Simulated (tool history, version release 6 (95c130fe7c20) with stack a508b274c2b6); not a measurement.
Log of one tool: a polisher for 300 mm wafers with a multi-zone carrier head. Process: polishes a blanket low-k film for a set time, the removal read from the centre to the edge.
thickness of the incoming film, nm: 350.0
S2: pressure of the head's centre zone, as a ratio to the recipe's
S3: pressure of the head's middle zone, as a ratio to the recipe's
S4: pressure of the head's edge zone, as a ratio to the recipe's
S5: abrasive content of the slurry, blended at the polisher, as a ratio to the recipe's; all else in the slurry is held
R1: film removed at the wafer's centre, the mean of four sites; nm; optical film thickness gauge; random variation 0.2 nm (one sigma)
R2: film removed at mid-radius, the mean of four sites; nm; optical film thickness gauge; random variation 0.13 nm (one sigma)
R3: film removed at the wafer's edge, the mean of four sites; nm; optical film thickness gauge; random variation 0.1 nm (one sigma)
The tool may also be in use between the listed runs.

{"run": 1, "hour": 0.0, "flow of slurry (ml/min)": 310, "S2": 1, "S3": 1, "S4": 1, "S5": 1, "polishing time (s)": 37, "R1": 13.168, "R2": 12.346, "R3": 12.185}
{"run": 2, "hour": 4.4, "flow of slurry (ml/min)": 315, "S2": 1, "S3": 1, "S4": 1.05, "S5": 1.05, "polishing time (s)": 37, "R1": 13.454, "R2": 12.446, "R3": 12.682}
{"run": 3, "hour": 10.3, "flow of slurry (ml/min)": 315, "S2": 1, "S3": 1, "S4": 1.05, "S5": 1.25, "polishing time (s)": 37, "R1": 14.544, "R2": 13.569, "R3": 13.693}
{"run": 4, "hour": 18.2, "flow of slurry (ml/min)": 320, "S2": 1, "S3": 1, "S4": 1.08, "S5": 1.3, "polishing time (s)": 37, "R1": 14.505, "R2": 13.615, "R3": 14.06}
{"hour": 24.4, "done": "centre zone pressure recalibrated"}
{"run": 5, "hour": 24.4, "flow of slurry (ml/min)": 325, "S2": 1, "S3": 1, "S4": 1.1, "S5": 1.35, "polishing time (s)": 37, "R1": 14.062, "R2": 14.065, "R3": 14.253}
{"run": 6, "hour": 25.2, "flow of slurry (ml/min)": 320, "S2": 1.01, "S3": 0.98, "S4": 1.11, "S5": 1.4, "polishing time (s)": 37, "R1": 14.15, "R2": 13.921, "R3": 14.736}

Run 7 comes next. What will it give?
{"run": 7, "hour": 27.4, "flow of slurry (ml/min)": 320, "S2": 1.03, "S3": 0.98, "S4": 1.11, "S5": 1.4, "polishing time (s)": 37, "R1": "?", "R2": "?", "R3": "?"}

Run 7 gave R1 14.473 nm, R2 14.121 nm, R3 14.64 nm.
